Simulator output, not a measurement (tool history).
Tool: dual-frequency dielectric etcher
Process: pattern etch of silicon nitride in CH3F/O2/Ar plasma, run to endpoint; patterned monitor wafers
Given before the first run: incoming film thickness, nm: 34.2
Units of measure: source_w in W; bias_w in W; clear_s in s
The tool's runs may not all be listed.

run,hour,source_w,bias_w,clear_s
1,0.0,410,64,53.721
2,2.0,380,59,58.560
3,9.1,380,68,54.087
4,14.6,380,63,56.285
5,23.4,420,63,53.438
6,26.4,380,63,56.255
7,30.4,380,63,56.064
8,39.1,360,58,60.361
# hour 47.2: bias power generator calibrated
9,47.2,340,55,62.833
10,49.4,320,52,66.623

What does the tool deliver on the next run?
11,55.6,310,50,?

clear_s: 69.705 s
